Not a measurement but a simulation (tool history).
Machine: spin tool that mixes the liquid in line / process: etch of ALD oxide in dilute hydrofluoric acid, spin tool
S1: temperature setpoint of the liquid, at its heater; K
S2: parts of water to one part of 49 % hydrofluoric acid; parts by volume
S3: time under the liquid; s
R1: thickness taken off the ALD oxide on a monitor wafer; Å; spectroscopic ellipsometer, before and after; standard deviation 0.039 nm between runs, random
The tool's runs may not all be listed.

run,hour,S1,S2,S3,R1
1,0,296.15,70,75,203.8
2,7.7,294.15,75,75,172.45
3,16,294.15,85,75,150.44
4,22.8,292.65,90,75,133.6
5,27.3,291.65,90,75,127.64
6,34.1,291.15,90,75,124.81
7,37.5,290.65,90,75,121.92

The next listed run, before its measurement:
8,44.4,290.15,90,75,?

R1: 120.04 Å
